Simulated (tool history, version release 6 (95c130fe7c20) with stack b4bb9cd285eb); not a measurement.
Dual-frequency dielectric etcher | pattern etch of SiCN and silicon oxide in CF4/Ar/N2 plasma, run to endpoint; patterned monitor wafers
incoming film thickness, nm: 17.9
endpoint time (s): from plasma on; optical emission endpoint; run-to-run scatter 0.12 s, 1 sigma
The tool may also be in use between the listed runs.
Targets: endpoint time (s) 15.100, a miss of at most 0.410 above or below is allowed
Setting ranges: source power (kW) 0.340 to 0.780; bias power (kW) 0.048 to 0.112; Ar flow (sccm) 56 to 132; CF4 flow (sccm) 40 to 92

run,hour,source power (kW),bias power (kW),Ar flow (sccm),CF4 flow (sccm),endpoint time (s)
1,0.0,0.560,0.080,94,66,17.970
2,0.7,0.560,0.080,106,66,18.192
3,4.9,0.560,0.080,106,74,18.052
4,13.7,0.560,0.091,106,74,17.160
5,21.5,0.580,0.091,106,74,16.683
6,28.4,0.590,0.091,106,74,16.294
7,34.9,0.600,0.091,106,74,16.224
# hour 43.9: source power generator calibrated
8,43.9,0.650,0.092,106,74,14.251
9,45.3,0.640,0.092,106,74,14.518
10,53.7,0.630,0.092,106,74,14.770

Consider the 4 candidate settings below. Which is the only one whose results all fall within their allowed miss of target?
A,62.1,0.640,0.097,96,61,?
B,62.1,0.720,0.085,131,70,?
C,62.1,0.650,0.094,103,74,?
D,62.1,0.650,0.080,114,70,?

move,endpoint time (s)
A,14.331
B,13.757
C,14.065
D,15.191
A: lands further from the targets than the last run did
B: lands further from the targets than the last run did
C: lands further from the targets than the last run did
D: hits every target within its allowed miss
The right move is D.
